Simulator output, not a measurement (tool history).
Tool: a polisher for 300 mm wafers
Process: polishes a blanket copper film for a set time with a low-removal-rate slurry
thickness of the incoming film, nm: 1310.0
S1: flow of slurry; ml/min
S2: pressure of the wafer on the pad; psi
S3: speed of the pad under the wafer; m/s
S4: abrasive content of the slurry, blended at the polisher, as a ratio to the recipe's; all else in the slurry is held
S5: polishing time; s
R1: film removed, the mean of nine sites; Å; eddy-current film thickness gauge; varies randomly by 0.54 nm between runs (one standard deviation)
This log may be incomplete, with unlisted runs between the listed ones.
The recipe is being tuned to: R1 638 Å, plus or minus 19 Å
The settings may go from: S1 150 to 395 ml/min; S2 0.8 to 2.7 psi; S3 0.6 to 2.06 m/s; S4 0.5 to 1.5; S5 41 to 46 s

run    day   S1   S2    S3    S4  S5      R1
  1      0  250  1.7  1.32     1  46  1199.2
  2  0.071  250  1.9  1.32     1  46  1320.7
  3  0.092  245  1.5  1.26     1  46  1031.4
  4  0.162  245  1.5  1.26     1  41  912.03
  5  0.238  245  1.5  1.26  0.85  41  901.35
  6  0.358  305  1.5  1.26  0.85  41  915.64
  7  0.554  305  1.3  1.26  0.85  41  805.04
  8   0.65  290  0.9  1.26  0.85  41  593.09

Pick the move, out of 5, that brings all results within their allowed miss; only one does.
  A  0.746  260  0.8  1.16  0.85  43   ?
  B  0.746  330  0.8   1.1     1  43   ?
  C  0.746  330  0.9     1  0.95  46   ?
  D  0.746  295  0.9  1.18   0.9  41   ?
  E  0.746  315  0.9  1.22   0.8  46   ?

move      R1
   A  508.26
   B  504.27
   C   536.8
   D  551.81
   E  634.37
A: its largest miss is bigger than the last run's
B: its largest miss is bigger than the last run's
C: its largest miss is bigger than the last run's
D: its largest miss is bigger than the last run's
E: each result inside its tolerance
So the answer is move E, the one that meets all the targets.

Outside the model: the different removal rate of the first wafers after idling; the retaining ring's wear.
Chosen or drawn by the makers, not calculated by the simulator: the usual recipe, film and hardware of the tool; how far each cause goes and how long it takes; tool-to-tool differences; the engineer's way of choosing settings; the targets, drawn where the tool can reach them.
